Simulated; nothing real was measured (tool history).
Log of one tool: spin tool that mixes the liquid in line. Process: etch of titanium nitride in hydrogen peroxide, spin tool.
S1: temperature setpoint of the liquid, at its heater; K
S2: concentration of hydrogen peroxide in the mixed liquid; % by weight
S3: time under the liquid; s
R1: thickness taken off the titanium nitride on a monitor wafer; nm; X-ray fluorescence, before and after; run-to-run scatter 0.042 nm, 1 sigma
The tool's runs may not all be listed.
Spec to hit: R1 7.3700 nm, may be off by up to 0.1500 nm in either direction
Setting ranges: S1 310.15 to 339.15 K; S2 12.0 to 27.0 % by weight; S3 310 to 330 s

run  hour      S1    S2   S3       R1
  1   0.0  326.15  18.0  310  14.1310
  2   3.0  326.15  15.0  310  13.5780
  3   4.3  326.15  15.0  330  14.6300
  4   5.3  322.65  15.0  330  11.3100
  5  12.8  320.65  15.0  330   9.8390
  6  14.8  320.65  12.0  330   9.2630
  7  20.4  319.65  12.0  330   8.6127
  8  23.9  317.15  12.0  330   7.1669

Which of these 4 next moves meets every target?
  A  27.4  316.65  13.5  325   ?
  B  27.4  318.15  12.5  330   ?
  C  27.4  317.65  14.0  315   ?
  D  27.4  318.65  12.0  320   ?

move      R1
   A  6.9778
   B  7.8007
   C  7.3455
   D  7.7845
A: the biggest miss grows against the last run
B: the result that was furthest off in the last run now lies on the other side of its target
C: meets every target
D: the result that was furthest off in the last run now lies on the other side of its target
The right move is C.
